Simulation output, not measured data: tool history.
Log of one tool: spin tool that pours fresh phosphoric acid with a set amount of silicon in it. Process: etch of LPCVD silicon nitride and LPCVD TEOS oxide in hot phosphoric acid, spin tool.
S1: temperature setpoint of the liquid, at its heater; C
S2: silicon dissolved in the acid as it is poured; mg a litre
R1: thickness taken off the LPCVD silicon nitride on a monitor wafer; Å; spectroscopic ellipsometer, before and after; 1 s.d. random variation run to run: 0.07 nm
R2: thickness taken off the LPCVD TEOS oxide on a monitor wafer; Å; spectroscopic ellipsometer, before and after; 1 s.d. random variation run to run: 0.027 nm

run 1 hour=0.0 | S1=163.0 S2=12.5 time_under_the_liquid_(s)=180 | R1=152.23 R2=5.5625
run 2 hour=2.0 | S1=161.5 S2=12.5 time_under_the_liquid_(s)=180 | R1=144.04 R2=4.7917
run 3 hour=8.7 | S1=161.5 S2=12.5 time_under_the_liquid_(s)=125 | R1=100.17 R2=3.2096
run 4 hour=10.9 | S1=161.5 S2=12.5 time_under_the_liquid_(s)=190 | R1=153.23 R2=4.3905
run 5 hour=12.6 | S1=161.5 S2=12.5 time_under_the_liquid_(s)=125 | R1=100.09 R2=2.9389
run 6 hour=18.0 | S1=159.5 S2=12.5 time_under_the_liquid_(s)=125 | R1=93.90 R2=2.8866
run 7 hour=24.7 | S1=161.5 S2=11.0 time_under_the_liquid_(s)=125 | R1=101.15 R2=3.6749
run 8 hour=26.8 | S1=163.0 S2=12.0 time_under_the_liquid_(s)=125 | R1=106.76 R2=3.7104
run 9 hour=32.6 | S1=164.0 S2=12.5 time_under_the_liquid_(s)=125 | R1=109.98 R2=3.9807

For run 10, what comes out?
run 10 hour=38.2 | S1=165.0 S2=13.0 time_under_the_liquid_(s)=125 | R1=? R2=?

{"run 10": {"R1": 113.3, "R2": 3.9931}}

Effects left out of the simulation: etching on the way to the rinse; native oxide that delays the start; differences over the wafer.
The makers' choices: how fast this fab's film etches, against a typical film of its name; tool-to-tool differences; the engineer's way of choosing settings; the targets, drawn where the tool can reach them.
